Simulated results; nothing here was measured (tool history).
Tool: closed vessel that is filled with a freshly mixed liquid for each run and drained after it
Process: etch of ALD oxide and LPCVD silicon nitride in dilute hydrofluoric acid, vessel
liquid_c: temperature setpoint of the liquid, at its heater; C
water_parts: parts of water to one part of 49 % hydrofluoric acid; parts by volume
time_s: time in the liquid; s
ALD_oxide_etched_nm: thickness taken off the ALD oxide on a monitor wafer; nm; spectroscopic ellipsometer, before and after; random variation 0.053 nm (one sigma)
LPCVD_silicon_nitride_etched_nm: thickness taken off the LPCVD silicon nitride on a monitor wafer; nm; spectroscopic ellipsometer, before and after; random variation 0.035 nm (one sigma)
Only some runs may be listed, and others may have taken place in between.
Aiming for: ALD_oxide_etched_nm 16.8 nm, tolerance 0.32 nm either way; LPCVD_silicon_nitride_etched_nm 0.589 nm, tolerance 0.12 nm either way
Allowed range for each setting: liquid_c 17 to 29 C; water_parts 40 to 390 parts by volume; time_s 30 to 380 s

run    day  liquid_c  water_parts  time_s  ALD_oxide_etched_nm  LPCVD_silicon_nitride_etched_nm
  1      0        21          215     195               11.663                          0.36565
  2  0.233      19.5          215     195               11.023                          0.34658
  3  0.454        21          215     195               11.724                          0.35458
  4  0.571        22          215     195               12.092                          0.40893
  5  0.829        22          215     125               7.7415                          0.25423
  6  0.908      19.5          215     125               7.0548                          0.22049
  7  1.225        21          200     125               8.1686                          0.23931
  8  1.438        22          190     125               9.0084                          0.28453
  9  1.479        23          180     125               9.9783                          0.32878
 10  1.554        24          170     125               11.164                          0.33786
 11  1.679        25          165     125               11.965                          0.41413
 12  1.825      25.5          160     125               12.667                          0.43362
 13  2.108        26          155     125               13.337                          0.41484
 14  2.154      26.5          155     125               13.616                          0.47622
 15  2.454        27          150     125                 14.4                          0.47468
 16  2.658      27.5          150     125               14.717                          0.51377

Consider the 5 candidate settings below. Which is the only one whose results all fall within their allowed miss of target?
  A  2.862        29          195     160                    ?                                ?
  B  2.862        27          155     140                    ?                                ?
  C  2.862        29          175     125                    ?                                ?
  D  2.862        29          180     125                    ?                                ?
  E  2.862      27.5          160     155                    ?                                ?

move  ALD_oxide_etched_nm  LPCVD_silicon_nitride_etched_nm
   A               14.447                          0.51486
   B               15.534                          0.50199
   C               12.888                          0.44888
   D               12.453                          0.43625
   E               16.867                          0.55544
A: the biggest miss grows against the last run
B: nearer than the last run, and not there yet
C: the biggest miss grows against the last run
D: the biggest miss grows against the last run
E: each result inside its tolerance
Correct choice: E, which meets every target

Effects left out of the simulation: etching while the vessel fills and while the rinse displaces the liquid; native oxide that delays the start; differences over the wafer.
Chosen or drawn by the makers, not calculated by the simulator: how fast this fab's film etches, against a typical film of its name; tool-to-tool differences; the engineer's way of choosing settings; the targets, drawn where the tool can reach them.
